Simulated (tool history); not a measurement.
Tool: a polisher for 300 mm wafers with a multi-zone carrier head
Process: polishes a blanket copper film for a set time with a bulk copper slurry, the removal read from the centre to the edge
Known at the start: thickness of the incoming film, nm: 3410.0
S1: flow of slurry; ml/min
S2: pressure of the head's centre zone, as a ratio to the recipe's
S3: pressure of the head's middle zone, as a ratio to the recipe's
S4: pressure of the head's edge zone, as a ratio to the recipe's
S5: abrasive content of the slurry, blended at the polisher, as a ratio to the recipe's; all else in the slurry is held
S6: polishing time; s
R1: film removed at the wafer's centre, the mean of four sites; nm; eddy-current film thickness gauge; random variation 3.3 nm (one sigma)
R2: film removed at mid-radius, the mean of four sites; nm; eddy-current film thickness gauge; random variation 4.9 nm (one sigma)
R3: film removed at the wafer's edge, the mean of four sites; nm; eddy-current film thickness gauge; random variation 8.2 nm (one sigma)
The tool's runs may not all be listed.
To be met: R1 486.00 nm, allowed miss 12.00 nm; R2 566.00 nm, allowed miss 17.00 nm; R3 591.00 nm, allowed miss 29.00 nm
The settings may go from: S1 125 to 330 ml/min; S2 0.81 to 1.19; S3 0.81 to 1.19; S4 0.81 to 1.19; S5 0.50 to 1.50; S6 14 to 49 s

run,day,S1,S2,S3,S4,S5,S6,R1,R2,R3
1,0.000,210,1.00,1.00,1.00,1.00,31,381.84,373.34,385.80
2,0.175,210,0.99,1.01,1.02,1.05,32,396.24,393.84,408.80
3,0.254,210,0.99,1.01,1.02,1.20,32,407.28,400.90,412.56
4,0.617,210,0.99,1.01,1.02,1.20,35,437.25,439.56,446.55
5,0.646,210,0.99,1.01,0.97,1.20,35,437.28,445.64,439.34
6,0.975,210,0.99,1.01,1.05,1.20,35,440.40,441.28,455.06
7,1.117,240,0.89,1.09,1.15,1.45,39,464.55,553.33,567.71
8,1.208,245,0.89,1.09,1.15,1.45,39,472.38,550.37,558.76

Which of these 5 next moves meets every target?
A,1.300,195,0.86,0.92,1.19,1.25,46,?,?,?
B,1.300,280,0.88,1.05,1.17,1.50,40,?,?,?
C,1.300,220,0.86,1.05,1.19,1.30,41,?,?,?
D,1.300,250,0.96,1.19,1.11,1.35,38,?,?,?
E,1.300,270,0.90,1.13,1.08,1.40,38,?,?,?

move,R1,R2,R3
A,496.38,546.77,628.97
B,483.83,567.13,582.48
C,455.29,547.96,571.88
D,484.36,569.07,520.97
E,461.66,557.41,521.56
A: brings the result that was furthest off to its target, and leaves another outside
B: meets every target
C: further off than the last run
D: brings the result that was furthest off to its target, and leaves another outside
E: further off than the last run
The right move is B.

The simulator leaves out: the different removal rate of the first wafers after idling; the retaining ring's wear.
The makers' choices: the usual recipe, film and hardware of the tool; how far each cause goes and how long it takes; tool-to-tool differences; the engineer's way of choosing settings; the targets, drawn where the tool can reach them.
